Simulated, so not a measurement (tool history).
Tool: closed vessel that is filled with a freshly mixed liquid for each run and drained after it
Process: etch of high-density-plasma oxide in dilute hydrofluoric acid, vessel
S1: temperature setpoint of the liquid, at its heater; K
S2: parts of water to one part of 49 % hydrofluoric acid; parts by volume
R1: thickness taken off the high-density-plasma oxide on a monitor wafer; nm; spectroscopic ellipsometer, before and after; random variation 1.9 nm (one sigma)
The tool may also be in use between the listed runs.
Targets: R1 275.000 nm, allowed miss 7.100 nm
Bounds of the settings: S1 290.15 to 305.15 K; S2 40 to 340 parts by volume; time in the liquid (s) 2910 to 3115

Run 1, hour 0.0: S1 297.15 K, S2 190 parts by volume, time in the liquid (s) 2910. Result: R1 77.957 nm.
Run 2, hour 4.4: S1 298.65 K, S2 160 parts by volume, time in the liquid (s) 2920. Result: R1 100.020 nm.
Run 3, hour 4.9: S1 299.65 K, S2 135 parts by volume, time in the liquid (s) 2935. Result: R1 126.480 nm.
Run 4, hour 7.5: S1 299.65 K, S2 135 parts by volume, time in the liquid (s) 3115. Result: R1 135.350 nm.
Run 5, hour 15.4: S1 299.65 K, S2 135 parts by volume, time in the liquid (s) 2910. Result: R1 126.270 nm.
Run 6, hour 19.5: S1 299.65 K, S2 110 parts by volume, time in the liquid (s) 2910. Result: R1 160.510 nm.
Run 7, hour 24.9: S1 300.15 K, S2 100 parts by volume, time in the liquid (s) 2910. Result: R1 181.170 nm.
Run 8, hour 33.1: S1 301.15 K, S2 95 parts by volume, time in the liquid (s) 2910. Result: R1 198.430 nm.
Run 9, hour 40.9: S1 305.15 K, S2 65 parts by volume, time in the liquid (s) 2910. Result: R1 356.100 nm.
Run 10, hour 44.3: S1 304.65 K, S2 65 parts by volume, time in the liquid (s) 2910. Result: R1 345.220 nm.
Run 11, hour 45.8: S1 304.15 K, S2 65 parts by volume, time in the liquid (s) 2910. Result: R1 340.110 nm.
Run 12, hour 52.5: S1 303.65 K, S2 65 parts by volume, time in the liquid (s) 2910. Result: R1 337.590 nm.
Run 13, hour 57.5: S1 303.15 K, S2 65 parts by volume, time in the liquid (s) 2910. Result: R1 328.280 nm.
Run 14, hour 65.1: S1 302.65 K, S2 65 parts by volume, time in the liquid (s) 2910. Result: R1 323.690 nm.
Run 15, hour 70.8: S1 298.65 K, S2 70 parts by volume, time in the liquid (s) 2910. Result: R1 254.660 nm.
Run 16, hour 71.8: S1 299.15 K, S2 70 parts by volume, time in the liquid (s) 2910. Result: R1 260.780 nm.

Which of these 5 next moves meets every target?
Run A, hour 72.8: S1 299.15 K, S2 70 parts by volume, time in the liquid (s) 2915. Result: R1 ?.
Run B, hour 72.8: S1 300.15 K, S2 70 parts by volume, time in the liquid (s) 2945. Result: R1 ?.
Run C, hour 72.8: S1 295.15 K, S2 70 parts by volume, time in the liquid (s) 3105. Result: R1 ?.
Run D, hour 72.8: S1 299.15 K, S2 80 parts by volume, time in the liquid (s) 3045. Result: R1 ?.
Run E, hour 72.8: S1 305.15 K, S2 95 parts by volume, time in the liquid (s) 2925. Result: R1 ?.

move       R1
   A  257.330
   B  270.490
   C  233.090
   D  232.070
   E  231.210
A: further off than the last run
B: meets every target
C: further off than the last run
D: further off than the last run
E: further off than the last run
Move B is the one to make.

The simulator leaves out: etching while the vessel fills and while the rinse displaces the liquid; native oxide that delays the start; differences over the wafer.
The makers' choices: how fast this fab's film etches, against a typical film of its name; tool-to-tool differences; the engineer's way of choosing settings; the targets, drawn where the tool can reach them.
